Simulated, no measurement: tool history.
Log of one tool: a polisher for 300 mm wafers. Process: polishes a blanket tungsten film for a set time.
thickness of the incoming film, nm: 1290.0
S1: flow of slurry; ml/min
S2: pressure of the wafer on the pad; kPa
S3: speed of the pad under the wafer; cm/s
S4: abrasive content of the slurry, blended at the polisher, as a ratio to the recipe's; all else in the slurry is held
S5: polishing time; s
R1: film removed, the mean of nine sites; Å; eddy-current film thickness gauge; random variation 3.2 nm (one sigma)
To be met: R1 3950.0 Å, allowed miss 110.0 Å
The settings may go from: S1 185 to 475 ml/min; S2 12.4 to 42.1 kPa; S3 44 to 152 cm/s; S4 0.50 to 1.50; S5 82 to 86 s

{"run": 1, "day": 0.0, "S1": 305, "S2": 26.9, "S3": 98, "S4": 1.0, "S5": 82, "R1": 3408.8}
{"run": 2, "day": 0.129, "S1": 275, "S2": 26.9, "S3": 98, "S4": 1.0, "S5": 82, "R1": 3410.7}
{"run": 3, "day": 0.504, "S1": 275, "S2": 27.6, "S3": 98, "S4": 1.0, "S5": 82, "R1": 3446.2}
{"run": 4, "day": 0.562, "S1": 280, "S2": 28.3, "S3": 98, "S4": 1.0, "S5": 82, "R1": 3488.1}
{"run": 5, "day": 0.917, "S1": 280, "S2": 29.0, "S3": 98, "S4": 1.0, "S5": 82, "R1": 3568.6}
{"run": 6, "day": 1.062, "S1": 280, "S2": 29.6, "S3": 98, "S4": 1.0, "S5": 82, "R1": 3646.8}
{"run": 7, "day": 1.188, "S1": 280, "S2": 30.3, "S3": 98, "S4": 1.0, "S5": 82, "R1": 3702.7}
{"run": 8, "day": 1.267, "S1": 280, "S2": 31.7, "S3": 98, "S4": 1.0, "S5": 82, "R1": 3792.7}

5 next moves are on the table. One of them brings every result within its allowed miss. Which?
{"run": "A", "day": 1.346, "S1": 285, "S2": 35.2, "S3": 94, "S4": 0.95, "S5": 83, "R1": "?"}
{"run": "B", "day": 1.346, "S1": 270, "S2": 29.6, "S3": 96, "S4": 1.0, "S5": 86, "R1": "?"}
{"run": "C", "day": 1.346, "S1": 290, "S2": 31.0, "S3": 90, "S4": 1.1, "S5": 85, "R1": "?"}
{"run": "D", "day": 1.346, "S1": 270, "S2": 31.7, "S3": 96, "S4": 1.0, "S5": 82, "R1": "?"}
{"run": "E", "day": 1.346, "S1": 305, "S2": 32.4, "S3": 84, "S4": 1.05, "S5": 86, "R1": "?"}

move=A R1=3859.8
move=B R1=3660.4
move=C R1=3626.6
move=D R1=3654.8
move=E R1=3512.4
A: meets every target
B: further off than the last run
C: further off than the last run
D: further off than the last run
E: further off than the last run
Move A is the one to make.

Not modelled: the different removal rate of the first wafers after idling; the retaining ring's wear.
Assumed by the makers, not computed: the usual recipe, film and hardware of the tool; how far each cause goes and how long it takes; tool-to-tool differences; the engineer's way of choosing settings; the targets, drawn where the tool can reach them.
